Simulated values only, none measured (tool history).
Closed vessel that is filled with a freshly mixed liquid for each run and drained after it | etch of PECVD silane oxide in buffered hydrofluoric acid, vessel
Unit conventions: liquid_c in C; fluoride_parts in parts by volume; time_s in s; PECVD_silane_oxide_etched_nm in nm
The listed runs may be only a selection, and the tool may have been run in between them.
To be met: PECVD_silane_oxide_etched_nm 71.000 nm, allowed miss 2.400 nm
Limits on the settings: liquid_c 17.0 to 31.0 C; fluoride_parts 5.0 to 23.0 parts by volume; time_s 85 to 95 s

{"run": 1, "hour": 0.0, "liquid_c": 23.0, "fluoride_parts": 14.0, "time_s": 85, "PECVD_silane_oxide_etched_nm": 121.77}
{"run": 2, "hour": 7.3, "liquid_c": 23.0, "fluoride_parts": 14.0, "time_s": 85, "PECVD_silane_oxide_etched_nm": 121.71}
{"run": 3, "hour": 10.5, "liquid_c": 21.0, "fluoride_parts": 15.0, "time_s": 85, "PECVD_silane_oxide_etched_nm": 100.14}
{"run": 4, "hour": 17.7, "liquid_c": 21.0, "fluoride_parts": 13.5, "time_s": 85, "PECVD_silane_oxide_etched_nm": 111.41}
{"run": 5, "hour": 21.1, "liquid_c": 21.0, "fluoride_parts": 13.5, "time_s": 95, "PECVD_silane_oxide_etched_nm": 125.95}
{"hour": 23.1, "done": "thermometer replaced"}
{"run": 6, "hour": 23.1, "liquid_c": 21.0, "fluoride_parts": 17.5, "time_s": 95, "PECVD_silane_oxide_etched_nm": 84.586}
{"run": 7, "hour": 26.4, "liquid_c": 20.0, "fluoride_parts": 17.5, "time_s": 95, "PECVD_silane_oxide_etched_nm": 81.036}
{"run": 8, "hour": 29.9, "liquid_c": 19.5, "fluoride_parts": 17.5, "time_s": 95, "PECVD_silane_oxide_etched_nm": 79.478}
{"run": 9, "hour": 34.0, "liquid_c": 19.0, "fluoride_parts": 17.5, "time_s": 95, "PECVD_silane_oxide_etched_nm": 75.445}

Which one of the following 4 next-run settings gets every result inside its allowed miss? There is exactly one.
{"run": "A", "hour": 38.1, "liquid_c": 17.5, "fluoride_parts": 17.5, "time_s": 90, "PECVD_silane_oxide_etched_nm": "?"}
{"run": "B", "hour": 38.1, "liquid_c": 18.0, "fluoride_parts": 16.0, "time_s": 85, "PECVD_silane_oxide_etched_nm": "?"}
{"run": "C", "hour": 38.1, "liquid_c": 18.5, "fluoride_parts": 19.5, "time_s": 95, "PECVD_silane_oxide_etched_nm": "?"}
{"run": "D", "hour": 38.1, "liquid_c": 19.0, "fluoride_parts": 18.5, "time_s": 85, "PECVD_silane_oxide_etched_nm": "?"}

move=A PECVD_silane_oxide_etched_nm=67.744
move=B PECVD_silane_oxide_etched_nm=71.912
move=C PECVD_silane_oxide_etched_nm=68.016
move=D PECVD_silane_oxide_etched_nm=65.947
A: carries the result that was furthest off beyond its target, to the other side
B: every result lands within tolerance
C: carries the result that was furthest off beyond its target, to the other side
D: carries the result that was furthest off beyond its target, to the other side
So the answer is move B, the one that meets all the targets.
